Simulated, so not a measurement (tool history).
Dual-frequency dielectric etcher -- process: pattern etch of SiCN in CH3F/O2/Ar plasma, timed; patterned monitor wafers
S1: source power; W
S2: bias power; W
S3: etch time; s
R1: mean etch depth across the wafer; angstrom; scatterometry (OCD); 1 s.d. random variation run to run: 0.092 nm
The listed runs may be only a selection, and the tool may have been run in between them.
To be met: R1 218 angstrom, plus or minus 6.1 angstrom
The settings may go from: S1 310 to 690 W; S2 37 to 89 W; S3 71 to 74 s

{"run": 1, "hour": 0.0, "S1": 500, "S2": 63, "S3": 71, "R1": 277.74}
{"run": 2, "hour": 8.0, "S1": 500, "S2": 58, "S3": 71, "R1": 271.52}
{"run": 3, "hour": 16.4, "S1": 560, "S2": 58, "S3": 71, "R1": 282.16}
{"run": 4, "hour": 24.1, "S1": 520, "S2": 58, "S3": 71, "R1": 276.17}
{"run": 5, "hour": 27.4, "S1": 520, "S2": 54, "S3": 71, "R1": 267.62}
{"run": 6, "hour": 35.1, "S1": 460, "S2": 54, "S3": 71, "R1": 254.57}
{"run": 7, "hour": 40.6, "S1": 460, "S2": 54, "S3": 71, "R1": 254.05}
{"run": 8, "hour": 48.9, "S1": 360, "S2": 41, "S3": 71, "R1": 207.27}

5 next moves are on the table. One of them brings every result within its allowed miss. Which?
{"run": "A", "hour": 57.2, "S1": 330, "S2": 43, "S3": 71, "R1": "?"}
{"run": "B", "hour": 57.2, "S1": 310, "S2": 37, "S3": 71, "R1": "?"}
{"run": "C", "hour": 57.2, "S1": 350, "S2": 40, "S3": 72.5, "R1": "?"}
{"run": "D", "hour": 57.2, "S1": 310, "S2": 43, "S3": 72.5, "R1": "?"}
{"run": "E", "hour": 57.2, "S1": 350, "S2": 45, "S3": 73, "R1": "?"}

move=A R1=202.38
move=B R1=187.7
move=C R1=208.2
move=D R1=200.35
move=E R1=217.08
A: misses by more than the last run did
B: misses by more than the last run did
C: better than the last run, though not everything is in spec
D: misses by more than the last run did
E: all results in spec
E is the move that brings every result within its allowed miss.
